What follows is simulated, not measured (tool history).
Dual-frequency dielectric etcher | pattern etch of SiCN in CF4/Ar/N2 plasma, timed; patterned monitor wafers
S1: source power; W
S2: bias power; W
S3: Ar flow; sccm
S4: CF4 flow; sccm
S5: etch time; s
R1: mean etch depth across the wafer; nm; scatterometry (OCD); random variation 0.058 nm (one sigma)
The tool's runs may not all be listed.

run    day   S1  S2   S3  S4    S5      R1
  1  0.000  350  62  114  74  31.5  20.086
  2  0.121  380  63  114  74  31.5  21.847
  3  0.317  400  63  114  74  31.5  22.827
  4  0.683  400  56  114  74  31.5  21.348
  5  1.004  400  52  114  74  31.5  20.412
     1.346  -- CF4 flow controller replaced
  6  1.346  400  52  114  74  31.5  20.266

The next listed run, before its measurement:
  7  1.392  430  53  114  74  31.5   ?

R1: 21.821 nm
